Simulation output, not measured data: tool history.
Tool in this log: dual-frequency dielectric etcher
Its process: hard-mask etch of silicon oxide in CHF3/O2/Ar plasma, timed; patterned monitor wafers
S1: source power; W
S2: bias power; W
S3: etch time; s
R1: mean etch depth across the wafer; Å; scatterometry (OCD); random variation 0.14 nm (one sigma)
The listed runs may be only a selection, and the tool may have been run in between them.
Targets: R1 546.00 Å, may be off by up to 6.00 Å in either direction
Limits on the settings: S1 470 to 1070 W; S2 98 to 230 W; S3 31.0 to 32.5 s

run,hour,S1,S2,S3,R1
1,0.0,770,164,31.0,645.47
2,1.5,850,164,31.0,660.87
3,5.2,850,164,32.5,694.46
4,9.1,760,146,32.5,653.13
5,13.5,690,135,32.5,624.86
6,21.1,640,127,32.5,605.38
# hour 27.1: wet clean of the chamber
7,27.1,600,121,32.5,574.42
8,29.2,580,121,32.5,568.87
9,31.3,560,121,32.5,564.13

Exactly one of the 4 candidate moves below puts every result within its allowed miss. Which one?
A,33.4,590,107,32.0,?
B,33.4,660,114,32.5,?
C,33.4,750,107,31.5,?
D,33.4,600,136,32.0,?

move,R1
A,546.12
B,578.40
C,571.94
D,578.86
A: every result within its allowed miss
B: further off than the last run
C: further off than the last run
D: further off than the last run
Answer: A
